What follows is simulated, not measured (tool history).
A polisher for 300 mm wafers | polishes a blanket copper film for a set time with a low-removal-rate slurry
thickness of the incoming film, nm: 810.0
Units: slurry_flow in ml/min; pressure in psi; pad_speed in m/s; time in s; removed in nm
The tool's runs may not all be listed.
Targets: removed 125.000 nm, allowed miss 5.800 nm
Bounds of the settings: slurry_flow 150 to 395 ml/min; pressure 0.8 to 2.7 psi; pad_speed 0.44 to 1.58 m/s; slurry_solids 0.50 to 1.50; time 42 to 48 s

run,hour,slurry_flow,pressure,pad_speed,slurry_solids,time,removed
1,0.0,250,1.7,1.00,1.00,48,83.782
2,3.6,250,1.5,1.00,1.00,48,73.833
3,6.3,290,1.5,1.00,1.00,48,74.922
4,8.8,290,1.5,1.00,1.00,42,65.922
5,15.5,290,1.5,1.00,1.00,42,66.797
6,16.9,290,1.5,1.00,0.90,42,65.647
7,22.1,290,1.7,1.02,0.90,42,74.038
8,27.9,290,1.9,1.04,0.90,42,85.998
9,29.2,290,2.0,1.04,0.90,42,88.063
10,35.8,290,2.1,1.04,0.90,42,93.962
11,42.2,290,2.2,1.04,0.90,42,99.688
12,47.0,290,2.2,1.04,0.90,42,97.067
13,56.0,290,2.3,1.04,0.90,42,101.470
14,60.6,290,2.4,1.04,0.90,42,104.780
15,65.6,290,2.4,1.04,0.90,42,103.010
16,66.1,290,2.5,1.06,0.90,42,115.930
17,72.9,290,2.5,1.06,0.90,42,112.940
18,76.0,290,2.6,1.08,0.90,42,120.700

5 next moves are on the table. One of them brings every result within its allowed miss. Which?
A,79.1,265,2.7,1.10,0.85,42,?
B,79.1,235,2.2,1.24,0.85,42,?
C,79.1,275,2.6,1.04,0.90,42,?
D,79.1,250,2.7,1.00,0.85,44,?
E,79.1,295,2.4,1.10,0.90,42,?

move,removed
A,121.010
B,109.620
C,112.480
D,114.880
E,110.570
A: meets every target
B: further off than the last run
C: further off than the last run
D: further off than the last run
E: further off than the last run
Answer: A
